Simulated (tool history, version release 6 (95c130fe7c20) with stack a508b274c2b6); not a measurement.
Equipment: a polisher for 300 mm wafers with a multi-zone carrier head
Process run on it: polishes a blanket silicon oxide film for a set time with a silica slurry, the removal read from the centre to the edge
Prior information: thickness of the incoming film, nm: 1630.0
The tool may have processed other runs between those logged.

run  hour  flow of slurry (ml/min)  pressure of the head's centre zone  pressure of the head's middle zone  pressure of the head's edge zone  abrasive content of the slurry  polishing time (s)  film removed at the wafer's centre (Å)  film removed at mid-radius (Å)  film removed at the wafer's edge (Å)
  1     0                      210                                   1                                   1                                 1                               1                  71                                  2076.6                          2046.7                                2091.3
  2   5.7                      210                                   1                                   1                              1.08                               1                  71                                  2054.9                          2080.9                                2162.7
  3   8.6                      210                                   1                                   1                              1.08                               1                  61                                  1771.6                            1776                                1862.6
  4   9.1                      210                                   1                                   1                              1.06                            0.95                  59                                  1689.8                          1677.7                                1712.6
  5  17.1                      205                                0.99                                0.99                              1.04                             0.9                  58                                  1567.6                          1596.5                                1626.6
  6  21.7                      205                                0.99                                0.99                              1.12                             0.9                  58                                  1568.6                          1576.7                                1674.7
  7  29.4                      205                                0.99                                0.99                              1.12                             0.9                  58                                  1566.4                          1572.9                                1668.7
  8  30.1                      205                                0.99                                0.98                              1.09                            0.85                  57                                  1490.4                          1469.5                                1578.9
  9  38.9                      205                                0.99                                0.98                              1.07                             0.8                  56                                  1414.4                          1394.7                                1459.6
 10  41.2                      205                                0.98                                0.98                              1.05                            0.75                  55                                  1311.1                          1307.2                                  1381

What will run 11 give?
 11  50.2                      210                                0.98                                0.98                              1.03                             0.7                  54                                       ?                               ?                                     ?

film removed at the wafer's centre (Å): 1218.8
film removed at mid-radius (Å): 1255
film removed at the wafer's edge (Å): 1272.7
